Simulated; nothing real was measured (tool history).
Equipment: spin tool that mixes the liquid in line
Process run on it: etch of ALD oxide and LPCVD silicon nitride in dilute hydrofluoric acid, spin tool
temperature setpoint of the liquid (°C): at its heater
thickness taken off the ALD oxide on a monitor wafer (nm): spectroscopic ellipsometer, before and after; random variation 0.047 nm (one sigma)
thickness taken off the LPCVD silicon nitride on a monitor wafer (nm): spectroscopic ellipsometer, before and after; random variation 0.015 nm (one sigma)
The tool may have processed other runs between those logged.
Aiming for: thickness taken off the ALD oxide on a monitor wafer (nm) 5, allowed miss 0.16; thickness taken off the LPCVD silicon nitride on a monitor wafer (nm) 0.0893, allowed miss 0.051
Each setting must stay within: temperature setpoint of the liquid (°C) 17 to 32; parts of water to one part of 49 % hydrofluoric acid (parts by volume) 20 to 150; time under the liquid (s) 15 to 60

run,hour,temperature setpoint of the liquid (°C),parts of water to one part of 49 % hydrofluoric acid (parts by volume),time under the liquid (s),thickness taken off the ALD oxide on a monitor wafer (nm),thickness taken off the LPCVD silicon nitride on a monitor wafer (nm)
1,0,24,85,30,8.1372,0.19114
2,3.3,26,85,30,8.8026,0.14396
3,10.1,25.5,90,30,8.2052,0.21373
4,16.6,25,90,30,7.9047,0.16445
5,17.4,24.5,90,30,7.8664,0.12849
6,24,24,95,30,7.1297,0.1552
7,28,23.5,95,30,6.9269,0.14967
8,30.4,19.5,100,30,5.686,0.070764
9,39,20,110,30,5.1819,0.10518

Of the 4 settings listed for the next run, only one would bring every result within its allowed miss of target. Which one?
A,47.6,21,125,30,?,?
B,47.6,25.5,105,20,?,?
C,47.6,23.5,90,20,?,?
D,47.6,20.5,105,25,?,?

move,thickness taken off the ALD oxide on a monitor wafer (nm),thickness taken off the LPCVD silicon nitride on a monitor wafer (nm)
A,4.7628,0.065716
B,4.6225,0.069983
C,5.0773,0.071464
D,4.7346,0.062796
A: the result that was furthest off in the last run now lies on the other side of its target
B: the result that was furthest off in the last run now lies on the other side of its target
C: in spec on every target
D: the result that was furthest off in the last run now lies on the other side of its target
Move C is the one to make.
